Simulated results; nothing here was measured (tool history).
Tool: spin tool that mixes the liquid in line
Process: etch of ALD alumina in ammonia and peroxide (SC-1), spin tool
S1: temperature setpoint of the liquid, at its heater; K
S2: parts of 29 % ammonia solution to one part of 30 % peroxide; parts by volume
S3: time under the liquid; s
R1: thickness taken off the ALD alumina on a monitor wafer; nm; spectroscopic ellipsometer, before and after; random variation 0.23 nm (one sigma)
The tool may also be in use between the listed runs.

run 1 hour=0 | S1=321.15 S2=0.85 S3=320 | R1=21.993
run 2 hour=1.3 | S1=317.65 S2=0.85 S3=320 | R1=18.14
run 3 hour=3.3 | S1=317.65 S2=0.65 S3=320 | R1=17.619
run 4 hour=8.6 | S1=317.65 S2=0.45 S3=320 | R1=16.915
run 5 hour=14.6 | S1=320.15 S2=0.45 S3=320 | R1=19.706
run 6 hour=19.5 | S1=315.15 S2=0.45 S3=320 | R1=14.668

Run 7 comes next. What will it give?
-- hour=28.3 thermometer replaced
run 7 hour=28.3 | S1=317.65 S2=0.45 S3=320 | R1=?

R1: 15.069 nm
